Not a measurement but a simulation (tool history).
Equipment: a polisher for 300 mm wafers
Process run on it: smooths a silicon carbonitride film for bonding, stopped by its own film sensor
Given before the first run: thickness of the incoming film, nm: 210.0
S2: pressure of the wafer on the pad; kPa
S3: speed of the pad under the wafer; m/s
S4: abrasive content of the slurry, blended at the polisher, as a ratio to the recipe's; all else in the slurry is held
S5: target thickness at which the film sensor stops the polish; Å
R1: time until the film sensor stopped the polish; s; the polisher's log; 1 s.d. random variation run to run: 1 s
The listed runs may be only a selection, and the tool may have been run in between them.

run 1 hour=0.0 | flow_of_slurry_(ml/min)=270 S2=15.9 S3=0.76 S4=1.00 S5=1760 | R1=121.68
run 2 hour=5.1 | flow_of_slurry_(ml/min)=270 S2=15.9 S3=0.76 S4=1.00 S5=1750 | R1=126.25
run 3 hour=6.9 | flow_of_slurry_(ml/min)=270 S2=15.9 S3=0.76 S4=1.00 S5=1750 | R1=125.70
run 4 hour=15.1 | flow_of_slurry_(ml/min)=270 S2=15.9 S3=0.86 S4=1.00 S5=1750 | R1=116.31
-- hour=21.3 head pressure recalibrated
run 5 hour=21.3 | flow_of_slurry_(ml/min)=270 S2=15.9 S3=0.86 S4=1.15 S5=1750 | R1=111.78
run 6 hour=28.0 | flow_of_slurry_(ml/min)=215 S2=15.9 S3=0.86 S4=1.15 S5=1750 | R1=112.64
run 7 hour=34.4 | flow_of_slurry_(ml/min)=215 S2=16.5 S3=0.86 S4=1.15 S5=1750 | R1=110.14

Run 8 comes next. What will it give?
run 8 hour=37.4 | flow_of_slurry_(ml/min)=220 S2=16.5 S3=0.86 S4=1.15 S5=1750 | R1=?

{"run 8": {"R1": 107.59}}
